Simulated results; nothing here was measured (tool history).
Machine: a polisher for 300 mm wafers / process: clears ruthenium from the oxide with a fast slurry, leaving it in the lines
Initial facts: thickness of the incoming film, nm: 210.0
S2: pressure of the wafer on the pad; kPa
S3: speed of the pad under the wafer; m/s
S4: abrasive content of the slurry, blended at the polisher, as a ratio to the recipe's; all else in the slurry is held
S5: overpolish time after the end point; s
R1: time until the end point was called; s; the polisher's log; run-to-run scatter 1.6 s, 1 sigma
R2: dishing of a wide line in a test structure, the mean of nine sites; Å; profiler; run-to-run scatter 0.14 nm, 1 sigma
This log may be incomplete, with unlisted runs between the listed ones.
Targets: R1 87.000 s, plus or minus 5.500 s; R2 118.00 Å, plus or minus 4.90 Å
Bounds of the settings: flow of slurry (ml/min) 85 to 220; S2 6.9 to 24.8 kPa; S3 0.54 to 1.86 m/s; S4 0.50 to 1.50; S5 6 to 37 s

{"run": 1, "hour": 0.0, "flow of slurry (ml/min)": 140, "S2": 15.9, "S3": 1.18, "S4": 1.0, "S5": 19, "R1": 58.911, "R2": 494.6}
{"run": 2, "hour": 8.0, "flow of slurry (ml/min)": 115, "S2": 15.9, "S3": 1.18, "S4": 1.0, "S5": 19, "R1": 60.674, "R2": 471.44}
{"run": 3, "hour": 9.8, "flow of slurry (ml/min)": 115, "S2": 15.9, "S3": 0.96, "S4": 1.0, "S5": 19, "R1": 76.795, "R2": 401.7}
{"run": 4, "hour": 16.9, "flow of slurry (ml/min)": 110, "S2": 13.8, "S3": 1.04, "S4": 0.9, "S5": 16, "R1": 83.316, "R2": 308.36}
{"run": 5, "hour": 24.8, "flow of slurry (ml/min)": 95, "S2": 13.8, "S3": 1.04, "S4": 0.9, "S5": 16, "R1": 86.25, "R2": 299.07}
{"run": 6, "hour": 29.8, "flow of slurry (ml/min)": 95, "S2": 12.4, "S3": 1.12, "S4": 0.8, "S5": 14, "R1": 96.358, "R2": 248.88}
{"run": 7, "hour": 31.5, "flow of slurry (ml/min)": 95, "S2": 11.0, "S3": 1.18, "S4": 0.75, "S5": 12, "R1": 106.31, "R2": 192.77}
{"run": 8, "hour": 36.2, "flow of slurry (ml/min)": 100, "S2": 10.3, "S3": 1.32, "S4": 0.7, "S5": 11, "R1": 99.743, "R2": 182.12}
{"run": 9, "hour": 44.2, "flow of slurry (ml/min)": 115, "S2": 9.7, "S3": 1.4, "S4": 0.65, "S5": 10, "R1": 100.15, "R2": 165.3}
{"run": 10, "hour": 50.1, "flow of slurry (ml/min)": 135, "S2": 9.0, "S3": 1.48, "S4": 0.6, "S5": 9, "R1": 108.91, "R2": 143.54}
{"run": 11, "hour": 56.7, "flow of slurry (ml/min)": 175, "S2": 10.3, "S3": 1.82, "S4": 0.5, "S5": 6, "R1": 77.433, "R2": 128.62}
{"run": 12, "hour": 59.5, "flow of slurry (ml/min)": 185, "S2": 8.3, "S3": 1.8, "S4": 0.5, "S5": 6, "R1": 95.254, "R2": 104.38}
{"run": 13, "hour": 63.5, "flow of slurry (ml/min)": 185, "S2": 9.7, "S3": 1.8, "S4": 0.5, "S5": 7, "R1": 86.55, "R2": 143.47}

Which one of the following 5 next-run settings gets every result inside its allowed miss? There is exactly one.
{"run": "A", "hour": 67.5, "flow of slurry (ml/min)": 185, "S2": 10.3, "S3": 1.72, "S4": 0.5, "S5": 9, "R1": "?", "R2": "?"}
{"run": "B", "hour": 67.5, "flow of slurry (ml/min)": 150, "S2": 10.3, "S3": 1.58, "S4": 0.55, "S5": 6, "R1": "?", "R2": "?"}
{"run": "C", "hour": 67.5, "flow of slurry (ml/min)": 220, "S2": 11.0, "S3": 1.6, "S4": 0.5, "S5": 9, "R1": "?", "R2": "?"}
{"run": "D", "hour": 67.5, "flow of slurry (ml/min)": 185, "S2": 9.7, "S3": 1.82, "S4": 0.5, "S5": 9, "R1": "?", "R2": "?"}
{"run": "E", "hour": 67.5, "flow of slurry (ml/min)": 165, "S2": 9.0, "S3": 1.78, "S4": 0.5, "S5": 11, "R1": "?", "R2": "?"}

move=A R1=81.910 R2=181.34
move=B R1=87.289 R2=115.66
move=C R1=80.630 R2=184.07
move=D R1=82.826 R2=179.44
move=E R1=92.479 R2=195.48
A: its largest miss is bigger than the last run's
B: hits every target within its allowed miss
C: its largest miss is bigger than the last run's
D: its largest miss is bigger than the last run's
E: its largest miss is bigger than the last run's
Move B is the one to make.
